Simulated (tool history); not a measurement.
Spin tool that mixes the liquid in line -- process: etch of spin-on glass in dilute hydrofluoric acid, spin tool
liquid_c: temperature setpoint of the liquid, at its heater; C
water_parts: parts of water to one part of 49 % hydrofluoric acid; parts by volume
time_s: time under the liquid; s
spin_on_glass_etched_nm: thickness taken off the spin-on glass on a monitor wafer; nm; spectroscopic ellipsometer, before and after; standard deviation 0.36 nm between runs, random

run  hour  liquid_c  water_parts  time_s  spin_on_glass_etched_nm
  1     0        26           45      15                   22.854
  2   6.8        28           40      15                   27.706
  3  13.9      25.5           40      15                   25.061
  4  22.4      27.5           35      15                   31.559
  5  28.4        29           35      15                   33.004
  6  31.2        27           35      15                   30.808
  7  33.4        27           35      15                   30.595
  8  40.9        29           35      15                   33.002
  9  41.4      30.5           35      15                   35.009
 10  48.8      31.5           35      15                   36.533
 11  52.9        32           35      15                    37.01
 12  55.6      32.5           35      15                   38.085
 13  58.5        33           35      15                   39.046

Estimate the outcome of run 14 from the log above:
 14  60.1        33           35      15                        ?

spin_on_glass_etched_nm: 39.216 nm
